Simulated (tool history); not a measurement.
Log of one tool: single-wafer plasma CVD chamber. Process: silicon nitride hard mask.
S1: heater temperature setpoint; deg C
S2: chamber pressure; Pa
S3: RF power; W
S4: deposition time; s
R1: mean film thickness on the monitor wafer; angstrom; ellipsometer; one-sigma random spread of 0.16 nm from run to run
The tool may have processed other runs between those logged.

run	hour	S1	S2	S3	S4	R1
1	0.0	410	261	330	75.7	841.25
2	6.6	410	261	330	75.7	843.80
3	14.5	410	255	330	75.7	839.17
4	21.5	416	255	330	75.7	839.14
5	30.1	416	249	330	75.7	832.18
6	36.1	416	244	330	75.7	827.03
7	44.9	416	240	330	75.7	824.94

What will run 8 give?
8	47.6	416	236	330	75.7	?

{"run 8": {"R1": 820.61}}
